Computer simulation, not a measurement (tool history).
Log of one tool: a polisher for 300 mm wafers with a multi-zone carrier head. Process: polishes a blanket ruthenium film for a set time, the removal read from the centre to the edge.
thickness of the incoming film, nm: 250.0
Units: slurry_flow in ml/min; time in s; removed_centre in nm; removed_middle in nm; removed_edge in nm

run 1 hour=0 | slurry_flow=205 centre_zone=1 middle_zone=1 edge_zone=1 time=51 | removed_centre=68.231 removed_middle=68.943 removed_edge=65.99
run 2 hour=3.4 | slurry_flow=195 centre_zone=1 middle_zone=0.96 edge_zone=0.99 time=49 | removed_centre=64.129 removed_middle=64.236 removed_edge=64.666
run 3 hour=7.5 | slurry_flow=195 centre_zone=1 middle_zone=0.96 edge_zone=0.95 time=49 | removed_centre=64.759 removed_middle=62.967 removed_edge=63.46
run 4 hour=11.1 | slurry_flow=195 centre_zone=1.07 middle_zone=0.96 edge_zone=0.95 time=49 | removed_centre=70.189 removed_middle=63.151 removed_edge=61.974
run 5 hour=15.7 | slurry_flow=195 centre_zone=1.06 middle_zone=0.94 edge_zone=0.94 time=47 | removed_centre=65.283 removed_middle=60.205 removed_edge=59.532
run 6 hour=23.8 | slurry_flow=155 centre_zone=1.06 middle_zone=0.94 edge_zone=0.94 time=47 | removed_centre=64.115 removed_middle=58.88 removed_edge=59.809
run 7 hour=29.8 | slurry_flow=160 centre_zone=1.06 middle_zone=0.92 edge_zone=0.94 time=45 | removed_centre=60.667 removed_middle=55.141 removed_edge=56.168
run 8 hour=38.1 | slurry_flow=155 centre_zone=1.06 middle_zone=0.9 edge_zone=0.94 time=44 | removed_centre=59.747 removed_middle=53.244 removed_edge=54.777
run 9 hour=46.2 | slurry_flow=150 centre_zone=1.06 middle_zone=0.88 edge_zone=0.95 time=43 | removed_centre=58.135 removed_middle=50.713 removed_edge=54.261
run 10 hour=54.8 | slurry_flow=150 centre_zone=1.06 middle_zone=0.87 edge_zone=0.94 time=43 | removed_centre=57.495 removed_middle=49.653 removed_edge=53.757
run 11 hour=60.6 | slurry_flow=150 centre_zone=1.06 middle_zone=0.86 edge_zone=0.93 time=43 | removed_centre=57.758 removed_middle=50.359 removed_edge=52.794
run 12 hour=61.3 | slurry_flow=145 centre_zone=1.06 middle_zone=0.85 edge_zone=0.94 time=43 | removed_centre=58.644 removed_middle=49.415 removed_edge=53.784

The next listed run, before its measurement:
run 13 hour=64.6 | slurry_flow=145 centre_zone=1.05 middle_zone=0.84 edge_zone=0.94 time=43 | removed_centre=? removed_middle=? removed_edge=?

removed_centre: 57.397 nm
removed_middle: 49.159 nm
removed_edge: 53.885 nm
